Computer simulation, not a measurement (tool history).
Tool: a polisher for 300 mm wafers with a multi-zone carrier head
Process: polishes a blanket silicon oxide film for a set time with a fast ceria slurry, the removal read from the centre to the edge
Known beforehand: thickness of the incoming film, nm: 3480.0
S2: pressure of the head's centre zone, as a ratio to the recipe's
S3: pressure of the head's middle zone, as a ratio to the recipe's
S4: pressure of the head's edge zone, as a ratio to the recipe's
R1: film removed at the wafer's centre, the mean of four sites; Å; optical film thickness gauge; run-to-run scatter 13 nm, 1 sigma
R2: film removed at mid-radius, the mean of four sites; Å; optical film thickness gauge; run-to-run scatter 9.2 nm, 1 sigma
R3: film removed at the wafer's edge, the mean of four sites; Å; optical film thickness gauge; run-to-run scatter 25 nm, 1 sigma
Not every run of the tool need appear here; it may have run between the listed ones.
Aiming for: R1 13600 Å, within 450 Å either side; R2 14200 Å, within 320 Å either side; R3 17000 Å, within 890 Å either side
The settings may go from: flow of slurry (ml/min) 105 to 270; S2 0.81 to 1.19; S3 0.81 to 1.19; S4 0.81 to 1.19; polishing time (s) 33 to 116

run 1 day=0 | flow_of_slurry_(ml/min)=175 S2=1 S3=1 S4=1 polishing_time_(s)=74 | R1=12064 R2=11716 R3=11658
run 2 day=0.304 | flow_of_slurry_(ml/min)=180 S2=0.96 S3=0.97 S4=1.06 polishing_time_(s)=80 | R1=12648 R2=12298 R3=13134
run 3 day=0.433 | flow_of_slurry_(ml/min)=180 S2=0.96 S3=1.04 S4=1.06 polishing_time_(s)=80 | R1=12593 R2=13258 R3=12726
run 4 day=0.779 | flow_of_slurry_(ml/min)=160 S2=0.96 S3=1.04 S4=1.06 polishing_time_(s)=80 | R1=12297 R2=12961 R3=12652
run 5 day=0.896 | flow_of_slurry_(ml/min)=160 S2=0.96 S3=1 S4=1.06 polishing_time_(s)=80 | R1=12105 R2=12488 R3=12508
run 6 day=1.262 | flow_of_slurry_(ml/min)=160 S2=0.96 S3=1.04 S4=1.06 polishing_time_(s)=80 | R1=12467 R2=13037 R3=12545
run 7 day=1.621 | flow_of_slurry_(ml/min)=190 S2=0.93 S3=1 S4=1.1 polishing_time_(s)=84 | R1=13044 R2=13517 R3=14190
run 8 day=1.729 | flow_of_slurry_(ml/min)=205 S2=0.91 S3=0.98 S4=1.13 polishing_time_(s)=85 | R1=13160 R2=13466 R3=14546
run 9 day=1.929 | flow_of_slurry_(ml/min)=215 S2=0.88 S3=0.96 S4=1.15 polishing_time_(s)=87 | R1=13131 R2=14002 R3=14647
run 10 day=2.262 | flow_of_slurry_(ml/min)=165 S2=0.93 S3=1.05 S4=1.19 polishing_time_(s)=96 | R1=14426 R2=15815 R3=16187
run 11 day=2.583 | flow_of_slurry_(ml/min)=145 S2=0.91 S3=1 S4=1.19 polishing_time_(s)=98 | R1=14084 R2=14954 R3=15866
run 12 day=2.708 | flow_of_slurry_(ml/min)=120 S2=0.81 S3=0.9 S4=1.19 polishing_time_(s)=109 | R1=13337 R2=14635 R3=17835

Which of these 5 next moves meets every target?
run A day=2.833 | flow_of_slurry_(ml/min)=125 S2=0.84 S3=0.86 S4=1.19 polishing_time_(s)=104 | R1=? R2=? R3=?
run B day=2.833 | flow_of_slurry_(ml/min)=110 S2=0.81 S3=0.92 S4=1.19 polishing_time_(s)=116 | R1=? R2=? R3=?
run C day=2.833 | flow_of_slurry_(ml/min)=125 S2=0.82 S3=0.87 S4=1.14 polishing_time_(s)=108 | R1=? R2=? R3=?
run D day=2.833 | flow_of_slurry_(ml/min)=140 S2=0.84 S3=0.94 S4=1.18 polishing_time_(s)=103 | R1=? R2=? R3=?
run E day=2.833 | flow_of_slurry_(ml/min)=135 S2=0.86 S3=0.91 S4=1.15 polishing_time_(s)=108 | R1=? R2=? R3=?

move=A R1=13227 R2=13739 R3=16808
move=B R1=13761 R2=15648 R3=18283
move=C R1=13465 R2=14407 R3=17133
move=D R1=13516 R2=15052 R3=16888
move=E R1=14313 R2=15234 R3=17417
A: pushes the last run's worst result past its target
B: the biggest miss grows against the last run
C: each result inside its tolerance
D: the biggest miss grows against the last run
E: the biggest miss grows against the last run
Answer: C

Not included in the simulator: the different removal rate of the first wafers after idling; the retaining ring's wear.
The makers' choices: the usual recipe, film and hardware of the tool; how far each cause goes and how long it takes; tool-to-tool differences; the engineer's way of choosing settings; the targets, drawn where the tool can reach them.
